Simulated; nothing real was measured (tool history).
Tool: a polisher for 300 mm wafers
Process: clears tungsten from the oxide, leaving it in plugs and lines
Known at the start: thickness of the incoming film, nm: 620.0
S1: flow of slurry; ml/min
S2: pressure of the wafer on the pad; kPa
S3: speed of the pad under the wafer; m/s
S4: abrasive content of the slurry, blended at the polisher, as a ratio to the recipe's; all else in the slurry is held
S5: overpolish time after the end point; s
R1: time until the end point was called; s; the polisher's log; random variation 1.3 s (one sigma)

Run 1, hour 0.0: S1 160 ml/min, S2 29.0 kPa, S3 1.30 m/s, S4 1.00, S5 6 s. Result: R1 77.817 s.
Run 2, hour 8.0: S1 160 ml/min, S2 26.2 kPa, S3 1.30 m/s, S4 1.00, S5 6 s. Result: R1 86.736 s.
Run 3, hour 12.3: S1 160 ml/min, S2 26.2 kPa, S3 1.30 m/s, S4 1.15, S5 6 s. Result: R1 83.729 s.
Run 4, hour 18.7: S1 160 ml/min, S2 26.2 kPa, S3 1.06 m/s, S4 1.15, S5 6 s. Result: R1 93.740 s.
Run 5, hour 25.8: S1 160 ml/min, S2 24.8 kPa, S3 1.06 m/s, S4 1.15, S5 6 s. Result: R1 98.028 s.
Run 6, hour 28.7: S1 160 ml/min, S2 23.4 kPa, S3 1.06 m/s, S4 1.15, S5 6 s. Result: R1 101.710 s.

Forecast run 7:
Run 7, hour 35.4: S1 160 ml/min, S2 22.1 kPa, S3 1.06 m/s, S4 1.15, S5 6 s. Result: R1 ?.

Run 7 gave R1 107.830 s.
